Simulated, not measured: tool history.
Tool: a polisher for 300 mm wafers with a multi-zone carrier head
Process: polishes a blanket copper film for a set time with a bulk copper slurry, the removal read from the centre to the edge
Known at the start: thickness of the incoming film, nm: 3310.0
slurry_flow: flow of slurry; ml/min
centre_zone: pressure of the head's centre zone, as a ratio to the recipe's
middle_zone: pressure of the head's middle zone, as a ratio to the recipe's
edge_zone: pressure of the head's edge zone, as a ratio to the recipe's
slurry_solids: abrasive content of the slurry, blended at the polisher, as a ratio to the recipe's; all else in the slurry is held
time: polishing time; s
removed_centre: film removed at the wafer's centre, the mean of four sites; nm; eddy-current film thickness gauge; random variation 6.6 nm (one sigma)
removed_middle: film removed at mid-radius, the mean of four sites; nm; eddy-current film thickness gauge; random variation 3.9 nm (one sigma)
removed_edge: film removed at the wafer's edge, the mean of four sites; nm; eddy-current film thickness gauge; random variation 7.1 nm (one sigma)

run	day	slurry_flow	centre_zone	middle_zone	edge_zone	slurry_solids	time	removed_centre	removed_middle	removed_edge
1	0	310	1	1	1	1	82	872.72	885.34	929.92
2	0.129	305	0.99	0.96	0.96	0.85	77	792.85	806.1	818.24
3	0.275	305	0.99	0.96	1.05	0.85	77	787.75	799.11	857.91
4	0.488	305	0.99	0.96	1.05	0.75	77	781.31	783.29	842.72
5	0.75	295	0.99	0.92	1.04	0.65	72	706.52	697	782.06
6	1.112	295	1	0.89	0.99	0.6	69	680.69	656.5	713.43

Run 7 comes next. What will it give?
7	1.204	260	0.99	0.81	0.94	0.5	63	?	?	?

{"run 7": {"removed_centre": 595.12, "removed_middle": 544.37, "removed_edge": 608.07}}

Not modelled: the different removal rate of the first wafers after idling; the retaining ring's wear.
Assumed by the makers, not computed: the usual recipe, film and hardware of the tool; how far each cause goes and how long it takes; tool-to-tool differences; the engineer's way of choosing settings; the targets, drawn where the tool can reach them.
